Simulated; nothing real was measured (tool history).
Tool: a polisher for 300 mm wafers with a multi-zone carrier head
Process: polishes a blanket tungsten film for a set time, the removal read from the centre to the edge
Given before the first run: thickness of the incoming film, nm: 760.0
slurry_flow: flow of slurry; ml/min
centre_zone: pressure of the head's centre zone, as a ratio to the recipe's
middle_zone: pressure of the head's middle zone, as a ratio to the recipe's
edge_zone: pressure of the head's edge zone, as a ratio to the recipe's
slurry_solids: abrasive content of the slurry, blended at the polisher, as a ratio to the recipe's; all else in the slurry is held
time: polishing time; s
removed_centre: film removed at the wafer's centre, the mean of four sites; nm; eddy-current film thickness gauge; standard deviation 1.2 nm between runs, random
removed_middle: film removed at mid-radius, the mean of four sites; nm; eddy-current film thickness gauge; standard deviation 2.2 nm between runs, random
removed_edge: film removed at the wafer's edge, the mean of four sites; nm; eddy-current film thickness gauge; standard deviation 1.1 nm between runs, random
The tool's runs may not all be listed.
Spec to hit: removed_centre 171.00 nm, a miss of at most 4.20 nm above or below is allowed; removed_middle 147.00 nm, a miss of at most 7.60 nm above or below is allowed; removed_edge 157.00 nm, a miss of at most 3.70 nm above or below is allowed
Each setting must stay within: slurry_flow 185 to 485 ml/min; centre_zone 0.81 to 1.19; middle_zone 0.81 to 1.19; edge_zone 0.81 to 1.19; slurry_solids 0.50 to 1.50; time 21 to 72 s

| run | day | slurry_flow | centre_zone | middle_zone | edge_zone | slurry_solids | time | removed_centre | removed_middle | removed_edge |
|---|---|---|---|---|---|---|---|---|---|---|
| 1 | 0.000 | 310 | 1.00 | 1.00 | 1.00 | 1.00 | 46 | 297.97 | 296.42 | 295.47 |
| 2 | 0.046 | 375 | 1.00 | 1.00 | 1.00 | 1.00 | 46 | 306.16 | 290.98 | 297.58 |
| 3 | 0.192 | 375 | 1.00 | 0.95 | 1.00 | 1.00 | 46 | 302.10 | 281.64 | 300.34 |
| 4 | 0.550 | 390 | 1.01 | 0.93 | 0.96 | 0.85 | 39 | 250.45 | 230.11 | 239.67 |
| 5 | 0.579 | 350 | 1.01 | 0.93 | 0.96 | 0.85 | 39 | 247.67 | 221.48 | 236.89 |
| 6 | 0.754 | 345 | 1.00 | 0.91 | 0.92 | 0.75 | 36 | 223.38 | 199.69 | 210.19 |
| 7 | 0.804 | 335 | 0.99 | 0.89 | 0.89 | 0.65 | 34 | 201.87 | 177.67 | 190.85 |
| 8 | 1.004 | 325 | 0.99 | 0.88 | 0.87 | 0.60 | 33 | 191.11 | 163.76 | 179.01 |
| 9 | 1.171 | 310 | 0.99 | 0.89 | 0.85 | 0.55 | 32 | 181.27 | 165.89 | 169.54 |
| 10 | 1.212 | 310 | 0.99 | 0.89 | 0.85 | 0.55 | 32 | 181.41 | 164.22 | 167.24 |
| 11 | 1.483 | 285 | 0.99 | 0.87 | 0.84 | 0.55 | 32 | 177.77 | 157.39 | 166.78 |
| 12 | 1.833 | 260 | 1.01 | 0.86 | 0.81 | 0.50 | 30 | 167.59 | 143.61 | 150.29 |

Exactly one of the 5 candidate moves below puts every result within its allowed miss. Which one?
| A | 2.183 | 190 | 0.98 | 0.83 | 0.95 | 0.60 | 30 | ? | ? | ? |
| B | 2.183 | 230 | 1.09 | 0.95 | 0.81 | 0.55 | 28 | ? | ? | ? |
| C | 2.183 | 260 | 1.06 | 0.95 | 0.81 | 0.50 | 28 | ? | ? | ? |
| D | 2.183 | 250 | 1.01 | 0.87 | 0.85 | 0.50 | 31 | ? | ? | ? |
| E | 2.183 | 235 | 1.07 | 1.01 | 0.81 | 0.50 | 29 | ? | ? | ? |

| move | removed_centre | removed_middle | removed_edge |
|---|---|---|---|
| A | 162.70 | 137.62 | 161.48 |
| B | 165.58 | 143.50 | 139.31 |
| C | 160.72 | 142.31 | 137.80 |
| D | 170.54 | 146.01 | 155.63 |
| E | 166.28 | 153.91 | 141.73 |
A: pushes the last run's worst result past its target
B: further off than the last run
C: further off than the last run
D: all results in spec
E: further off than the last run
The right move is D.
